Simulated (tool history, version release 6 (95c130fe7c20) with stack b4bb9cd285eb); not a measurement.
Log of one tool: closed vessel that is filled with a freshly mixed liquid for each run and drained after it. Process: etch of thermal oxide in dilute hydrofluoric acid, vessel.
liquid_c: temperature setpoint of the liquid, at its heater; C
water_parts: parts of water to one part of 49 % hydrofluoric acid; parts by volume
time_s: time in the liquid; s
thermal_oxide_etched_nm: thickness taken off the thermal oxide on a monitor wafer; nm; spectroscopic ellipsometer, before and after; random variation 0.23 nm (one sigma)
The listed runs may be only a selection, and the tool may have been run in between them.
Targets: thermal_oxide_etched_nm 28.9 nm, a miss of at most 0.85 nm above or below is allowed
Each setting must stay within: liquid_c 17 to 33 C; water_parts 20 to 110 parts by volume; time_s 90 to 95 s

Run 1, hour 0: liquid_c 25 C, water_parts 60 parts by volume, time_s 90 s. Result: thermal_oxide_etched_nm 8.3527 nm.
Run 2, hour 1.4: liquid_c 23 C, water_parts 60 parts by volume, time_s 90 s. Result: thermal_oxide_etched_nm 7.7052 nm.
Run 3, hour 8.6: liquid_c 23 C, water_parts 45 parts by volume, time_s 90 s. Result: thermal_oxide_etched_nm 10.494 nm.
Run 4, hour 17.3: liquid_c 25.5 C, water_parts 40 parts by volume, time_s 90 s. Result: thermal_oxide_etched_nm 13.331 nm.
Run 5, hour 22.8: liquid_c 27.5 C, water_parts 35 parts by volume, time_s 90 s. Result: thermal_oxide_etched_nm 16.403 nm.
Run 6, hour 29.9: liquid_c 24.5 C, water_parts 35 parts by volume, time_s 90 s. Result: thermal_oxide_etched_nm 14.59 nm.
Run 7, hour 34.8: liquid_c 26.5 C, water_parts 30 parts by volume, time_s 90 s. Result: thermal_oxide_etched_nm 18.442 nm.
Run 8, hour 43.1: liquid_c 28 C, water_parts 30 parts by volume, time_s 90 s. Result: thermal_oxide_etched_nm 19.705 nm.
Run 9, hour 44.5: liquid_c 29.5 C, water_parts 30 parts by volume, time_s 90 s. Result: thermal_oxide_etched_nm 21.073 nm.
Run 10, hour 50.7: liquid_c 30.5 C, water_parts 30 parts by volume, time_s 90 s. Result: thermal_oxide_etched_nm 21.655 nm.
Run 11, hour 55.9: liquid_c 31 C, water_parts 30 parts by volume, time_s 90 s. Result: thermal_oxide_etched_nm 22.462 nm.
Run 12, hour 61.5: liquid_c 31 C, water_parts 30 parts by volume, time_s 90 s. Result: thermal_oxide_etched_nm 22.01 nm.
Run 13, hour 62.4: liquid_c 31.5 C, water_parts 30 parts by volume, time_s 90 s. Result: thermal_oxide_etched_nm 22.702 nm.

Next run, 4 choices. One meets every target within its allowed miss, the rest don't. Which?
Run A, hour 63.3: liquid_c 33 C, water_parts 30 parts by volume, time_s 95 s. Result: thermal_oxide_etched_nm ?.
Run B, hour 63.3: liquid_c 28.5 C, water_parts 20 parts by volume, time_s 95 s. Result: thermal_oxide_etched_nm ?.
Run C, hour 63.3: liquid_c 33 C, water_parts 25 parts by volume, time_s 90 s. Result: thermal_oxide_etched_nm ?.
Run D, hour 63.3: liquid_c 30.5 C, water_parts 20 parts by volume, time_s 90 s. Result: thermal_oxide_etched_nm ?.

move  thermal_oxide_etched_nm
   A                   24.885
   B                   31.689
   C                   28.535
   D                   32.562
A: gains on the last run, yet a result remains outside its allowed miss
B: the result that was furthest off in the last run now lies on the other side of its target
C: meets every target
D: the result that was furthest off in the last run now lies on the other side of its target
So the answer is move C, the one that meets all the targets.

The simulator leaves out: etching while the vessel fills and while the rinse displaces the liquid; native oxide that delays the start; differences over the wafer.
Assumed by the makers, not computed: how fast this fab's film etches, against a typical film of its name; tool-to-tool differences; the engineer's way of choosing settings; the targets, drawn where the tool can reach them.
